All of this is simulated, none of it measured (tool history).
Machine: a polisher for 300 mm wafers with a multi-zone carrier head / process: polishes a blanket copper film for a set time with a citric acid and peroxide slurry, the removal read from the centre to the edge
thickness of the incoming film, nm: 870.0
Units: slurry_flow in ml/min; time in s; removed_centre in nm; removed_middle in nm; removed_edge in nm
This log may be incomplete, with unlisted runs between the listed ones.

run 1 day=0.000 | slurry_flow=225 centre_zone=1.00 middle_zone=1.00 edge_zone=1.00 slurry_solids=1.00 time=66 | removed_centre=112.47 removed_middle=112.77 removed_edge=115.95
run 2 day=0.317 | slurry_flow=225 centre_zone=1.08 middle_zone=1.00 edge_zone=1.00 slurry_solids=1.00 time=66 | removed_centre=120.93 removed_middle=116.38 removed_edge=115.44
run 3 day=0.500 | slurry_flow=235 centre_zone=1.09 middle_zone=0.97 edge_zone=1.05 slurry_solids=1.15 time=69 | removed_centre=131.99 removed_middle=120.13 removed_edge=128.31
run 4 day=0.562 | slurry_flow=260 centre_zone=1.09 middle_zone=0.97 edge_zone=1.05 slurry_solids=1.15 time=69 | removed_centre=136.42 removed_middle=123.66 removed_edge=131.74
run 5 day=0.788 | slurry_flow=260 centre_zone=1.09 middle_zone=0.97 edge_zone=1.05 slurry_solids=1.35 time=69 | removed_centre=144.13 removed_middle=130.87 removed_edge=136.15
-- day=1.050 slurry nozzle cleaned
run 6 day=1.050 | slurry_flow=275 centre_zone=1.09 middle_zone=0.96 edge_zone=1.09 slurry_solids=1.40 time=70 | removed_centre=157.09 removed_middle=139.86 removed_edge=146.56

Run 7 has not been measured yet. What should we expect?
run 7 day=1.396 | slurry_flow=285 centre_zone=1.07 middle_zone=0.93 edge_zone=1.12 slurry_solids=1.40 time=70 | removed_centre=? removed_middle=? removed_edge=?

{"run 7": {"removed_centre": 151.86, "removed_middle": 135.78, "removed_edge": 150.39}}

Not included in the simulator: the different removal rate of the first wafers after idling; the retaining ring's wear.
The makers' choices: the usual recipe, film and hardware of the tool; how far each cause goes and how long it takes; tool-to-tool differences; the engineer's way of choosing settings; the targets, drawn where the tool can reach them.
